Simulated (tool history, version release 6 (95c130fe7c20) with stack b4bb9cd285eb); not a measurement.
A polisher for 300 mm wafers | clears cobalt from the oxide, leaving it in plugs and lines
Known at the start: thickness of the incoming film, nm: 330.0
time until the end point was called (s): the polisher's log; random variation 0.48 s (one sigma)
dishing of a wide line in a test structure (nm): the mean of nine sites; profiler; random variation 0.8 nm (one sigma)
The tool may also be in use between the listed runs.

run	day	flow of slurry (ml/min)	pressure of the wafer on the pad (psi)	speed of the pad under the wafer (cm/s)	overpolish time after the end point (s)	time until the end point was called (s)	dishing of a wide line in a test structure (nm)
1	0.000	225	2.1	112	14	53.120	41.150
2	0.317	225	2.5	114	13	43.029	43.752
3	0.621	225	2.5	114	9	42.640	38.727
4	0.779	225	2.7	114	9	39.986	39.404
5	0.825	225	2.7	114	4	40.115	26.234
6	0.896	260	2.7	114	4	40.440	25.789
7	1.138	240	2.8	118	6	38.110	33.981
8	1.308	180	3.2	130	5	31.018	34.268

Forecast run 9:
9	1.425	180	3.1	134	7	?	?

{"run 9": {"time until the end point was called (s)": 32.088, "dishing of a wide line in a test structure (nm)": 39.465}}

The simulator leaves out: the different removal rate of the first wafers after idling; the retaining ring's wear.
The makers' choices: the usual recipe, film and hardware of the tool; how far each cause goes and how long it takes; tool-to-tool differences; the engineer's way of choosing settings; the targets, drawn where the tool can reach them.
